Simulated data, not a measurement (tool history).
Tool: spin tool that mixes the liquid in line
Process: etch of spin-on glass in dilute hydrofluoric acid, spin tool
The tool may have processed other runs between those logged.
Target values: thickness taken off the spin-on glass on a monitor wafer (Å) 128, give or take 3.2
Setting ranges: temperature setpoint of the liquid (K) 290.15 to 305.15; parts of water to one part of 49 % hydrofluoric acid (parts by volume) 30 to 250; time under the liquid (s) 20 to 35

run,hour,temperature setpoint of the liquid (K),parts of water to one part of 49 % hydrofluoric acid (parts by volume),time under the liquid (s),thickness taken off the spin-on glass on a monitor wafer (Å)
1,0,297.15,140,35,58.051
2,3.8,294.65,140,35,52.842
3,12,297.65,120,35,70.989
4,18.6,294.65,120,35,63.654
5,19.5,297.65,110,35,78.542
6,25.6,297.65,110,20,44.824
7,29.6,299.15,85,25,79.94
8,30.2,303.15,85,25,93.225
9,34,305.15,50,25,181.34

Which single option among these 4 for the next run brings every result within its allowed miss of target? Just one does.
A,37.8,304.65,80,30,?
B,37.8,304.15,75,35,?
C,37.8,305.15,40,25,?
D,37.8,304.15,60,35,?

move,thickness taken off the spin-on glass on a monitor wafer (Å)
A,126.93
B,156.18
C,229.69
D,199.75
A: all results in spec
B: closer than the last run, but not yet in spec
C: misses by more than the last run did
D: misses by more than the last run did
A is the move that brings every result within its allowed miss.

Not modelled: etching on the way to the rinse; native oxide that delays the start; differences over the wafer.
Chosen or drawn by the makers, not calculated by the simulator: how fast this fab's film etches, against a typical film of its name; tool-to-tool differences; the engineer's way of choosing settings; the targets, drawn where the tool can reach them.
